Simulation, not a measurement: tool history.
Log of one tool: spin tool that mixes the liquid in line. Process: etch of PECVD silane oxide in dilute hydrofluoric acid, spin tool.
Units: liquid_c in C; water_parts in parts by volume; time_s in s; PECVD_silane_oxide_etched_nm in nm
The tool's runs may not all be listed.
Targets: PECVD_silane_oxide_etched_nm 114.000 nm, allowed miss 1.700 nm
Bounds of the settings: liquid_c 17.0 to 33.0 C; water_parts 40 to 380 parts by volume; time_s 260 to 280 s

run,day,liquid_c,water_parts,time_s,PECVD_silane_oxide_etched_nm
1,0.000,25.0,210,260,38.951
2,0.175,26.5,185,260,48.201
3,0.412,26.5,185,260,47.799
4,0.542,27.5,165,260,56.765
5,0.646,27.5,120,260,83.730
6,0.762,27.5,150,260,64.294
7,0.825,28.5,140,260,72.229
8,1.046,32.5,90,260,140.920
9,1.133,32.5,90,260,140.480
10,1.421,32.0,90,260,138.250
11,1.546,31.5,90,260,135.170
12,1.592,31.5,90,260,135.400
13,1.862,31.0,90,260,133.770
14,1.896,30.5,90,260,130.840
15,2.254,30.0,90,260,129.080
16,2.304,29.5,90,260,125.960
17,2.629,29.0,90,260,123.640
18,2.788,28.5,90,260,120.980
19,2.850,28.0,90,260,119.110
20,2.888,26.5,90,260,111.940

Which of these 4 next moves meets every target?
A,2.925,29.5,105,265,?
B,2.925,23.5,85,270,?
C,2.925,32.0,110,270,?
D,2.925,25.5,95,280,?

move,PECVD_silane_oxide_etched_nm
A,107.290
B,110.350
C,113.410
D,109.240
A: further off than the last run
B: further off than the last run
C: meets every target
D: further off than the last run
Move C is the one to make.

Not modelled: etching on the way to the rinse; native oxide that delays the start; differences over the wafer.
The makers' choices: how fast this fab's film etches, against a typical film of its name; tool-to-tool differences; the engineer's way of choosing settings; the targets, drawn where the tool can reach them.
